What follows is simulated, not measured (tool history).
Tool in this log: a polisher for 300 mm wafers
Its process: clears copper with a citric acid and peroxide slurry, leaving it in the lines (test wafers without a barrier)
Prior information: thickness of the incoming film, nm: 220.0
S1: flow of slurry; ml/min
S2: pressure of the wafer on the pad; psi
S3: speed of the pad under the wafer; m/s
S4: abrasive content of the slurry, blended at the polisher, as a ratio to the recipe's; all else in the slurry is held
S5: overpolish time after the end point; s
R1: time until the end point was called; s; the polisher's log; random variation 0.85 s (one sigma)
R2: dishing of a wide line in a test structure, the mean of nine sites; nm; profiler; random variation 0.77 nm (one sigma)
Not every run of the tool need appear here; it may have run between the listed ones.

run 1 hour=0 | S1=180 S2=2.4 S3=1.3 S4=1 S5=27 | R1=104.48 R2=34.718
run 2 hour=7.7 | S1=225 S2=2.4 S3=1.3 S4=1 S5=27 | R1=99.354 R2=35.512
run 3 hour=15.5 | S1=225 S2=2.5 S3=1.3 S4=1 S5=27 | R1=97.078 R2=36.644
run 4 hour=18.8 | S1=225 S2=2.5 S3=1.3 S4=1 S5=36 | R1=95.903 R2=46.727
run 5 hour=21.7 | S1=225 S2=2.5 S3=1 S4=1 S5=36 | R1=119.48 R2=38.241
run 6 hour=28 | S1=225 S2=2.5 S3=1 S4=0.8 S5=36 | R1=124 R2=38.154
run 7 hour=28.6 | S1=225 S2=2.5 S3=1 S4=0.8 S5=36 | R1=125.8 R2=38.064
run 8 hour=29.7 | S1=230 S2=2.6 S3=1 S4=0.8 S5=35 | R1=119.55 R2=38.177

Predict the results of run 9:
run 9 hour=32.5 | S1=230 S2=2.7 S3=1 S4=0.8 S5=34 | R1=? R2=?

Run 9 measured R1 114.21 s, R2 38.956 nm.
